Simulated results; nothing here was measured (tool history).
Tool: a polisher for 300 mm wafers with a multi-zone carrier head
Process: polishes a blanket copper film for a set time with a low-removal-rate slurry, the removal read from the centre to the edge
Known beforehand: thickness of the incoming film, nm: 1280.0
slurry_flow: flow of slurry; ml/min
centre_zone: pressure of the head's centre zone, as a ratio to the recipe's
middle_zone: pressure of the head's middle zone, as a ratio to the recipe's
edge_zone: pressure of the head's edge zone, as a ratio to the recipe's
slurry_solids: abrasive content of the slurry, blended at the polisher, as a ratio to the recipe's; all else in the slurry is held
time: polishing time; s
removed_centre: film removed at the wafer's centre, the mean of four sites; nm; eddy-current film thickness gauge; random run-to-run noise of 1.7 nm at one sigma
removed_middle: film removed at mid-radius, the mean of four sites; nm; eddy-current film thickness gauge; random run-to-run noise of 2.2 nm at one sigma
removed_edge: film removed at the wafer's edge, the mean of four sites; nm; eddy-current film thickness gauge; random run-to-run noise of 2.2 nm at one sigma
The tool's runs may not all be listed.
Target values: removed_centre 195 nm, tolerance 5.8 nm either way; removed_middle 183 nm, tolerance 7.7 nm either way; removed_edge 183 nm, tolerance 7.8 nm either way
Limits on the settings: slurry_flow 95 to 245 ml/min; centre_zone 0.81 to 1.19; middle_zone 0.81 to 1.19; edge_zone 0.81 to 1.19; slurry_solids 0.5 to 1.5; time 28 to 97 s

run 1 hour=0 | slurry_flow=155 centre_zone=1 middle_zone=1 edge_zone=1 slurry_solids=1 time=62 | removed_centre=145.79 removed_middle=145.73 removed_edge=149.59
run 2 hour=8.1 | slurry_flow=165 centre_zone=1.02 middle_zone=1.02 edge_zone=1.02 slurry_solids=1.05 time=62 | removed_centre=152.58 removed_middle=150.84 removed_edge=155.08
run 3 hour=16 | slurry_flow=140 centre_zone=1.02 middle_zone=1.02 edge_zone=1.02 slurry_solids=1.05 time=62 | removed_centre=148.59 removed_middle=145.5 removed_edge=150.02
run 4 hour=18.4 | slurry_flow=155 centre_zone=1.04 middle_zone=1.04 edge_zone=1.04 slurry_solids=1.1 time=62 | removed_centre=154.29 removed_middle=151.65 removed_edge=153.21
run 5 hour=24.4 | slurry_flow=155 centre_zone=1.04 middle_zone=1.04 edge_zone=1.04 slurry_solids=1.1 time=78 | removed_centre=195.36 removed_middle=193.22 removed_edge=190.86
run 6 hour=28.6 | slurry_flow=155 centre_zone=1.04 middle_zone=1.04 edge_zone=1.04 slurry_solids=1.1 time=86 | removed_centre=216.11 removed_middle=215.22 removed_edge=210.69
run 7 hour=32.4 | slurry_flow=150 centre_zone=1.04 middle_zone=1.03 edge_zone=1.02 slurry_solids=1.05 time=86 | removed_centre=209.79 removed_middle=207.69 removed_edge=208.33
run 8 hour=36.3 | slurry_flow=145 centre_zone=1.05 middle_zone=1.03 edge_zone=1 slurry_solids=1.05 time=86 | removed_centre=212.74 removed_middle=205.61 removed_edge=203.83
run 9 hour=41.4 | slurry_flow=140 centre_zone=1.05 middle_zone=1.03 edge_zone=0.98 slurry_solids=1.05 time=86 | removed_centre=208.01 removed_middle=203.68 removed_edge=207.11
run 10 hour=46.2 | slurry_flow=140 centre_zone=1.06 middle_zone=1.04 edge_zone=0.98 slurry_solids=1 time=85 | removed_centre=209.66 removed_middle=204.52 removed_edge=199.42
run 11 hour=50.3 | slurry_flow=135 centre_zone=1.06 middle_zone=1.03 edge_zone=0.98 slurry_solids=0.95 time=85 | removed_centre=203.39 removed_middle=201.34 removed_edge=199.15
run 12 hour=54.3 | slurry_flow=135 centre_zone=1.07 middle_zone=1.02 edge_zone=0.97 slurry_solids=0.9 time=84 | removed_centre=201.92 removed_middle=193.01 removed_edge=191.54
run 13 hour=57.1 | slurry_flow=135 centre_zone=1.07 middle_zone=1.02 edge_zone=0.97 slurry_solids=0.9 time=84 | removed_centre=203.05 removed_middle=189.72 removed_edge=190.42

Which of these 5 next moves meets every target?
run A hour=59.9 | slurry_flow=125 centre_zone=1.13 middle_zone=0.88 edge_zone=1.03 slurry_solids=0.75 time=85 | removed_centre=? removed_middle=? removed_edge=?
run B hour=59.9 | slurry_flow=100 centre_zone=1.14 middle_zone=1.03 edge_zone=0.96 slurry_solids=0.7 time=87 | removed_centre=? removed_middle=? removed_edge=?
run C hour=59.9 | slurry_flow=155 centre_zone=1.19 middle_zone=1.15 edge_zone=0.94 slurry_solids=0.8 time=73 | removed_centre=? removed_middle=? removed_edge=?
run D hour=59.9 | slurry_flow=150 centre_zone=1.07 middle_zone=0.81 edge_zone=0.95 slurry_solids=0.9 time=87 | removed_centre=? removed_middle=? removed_edge=?
run E hour=59.9 | slurry_flow=95 centre_zone=1.11 middle_zone=1.04 edge_zone=0.98 slurry_solids=0.5 time=91 | removed_centre=? removed_middle=? removed_edge=?

move=A removed_centre=209.55 removed_middle=168.94 removed_edge=193.85
move=B removed_centre=206.44 removed_middle=187.1 removed_edge=185.25
move=C removed_centre=197.39 removed_middle=186.01 removed_edge=163.86
move=D removed_centre=215.98 removed_middle=171.57 removed_edge=200.25
move=E removed_centre=199.15 removed_middle=186.58 removed_edge=185.52
A: further off than the last run
B: further off than the last run
C: the worst result of the last run now meets its target, but another is out of spec
D: further off than the last run
E: each result inside its tolerance
E is the move that brings every result within its allowed miss.

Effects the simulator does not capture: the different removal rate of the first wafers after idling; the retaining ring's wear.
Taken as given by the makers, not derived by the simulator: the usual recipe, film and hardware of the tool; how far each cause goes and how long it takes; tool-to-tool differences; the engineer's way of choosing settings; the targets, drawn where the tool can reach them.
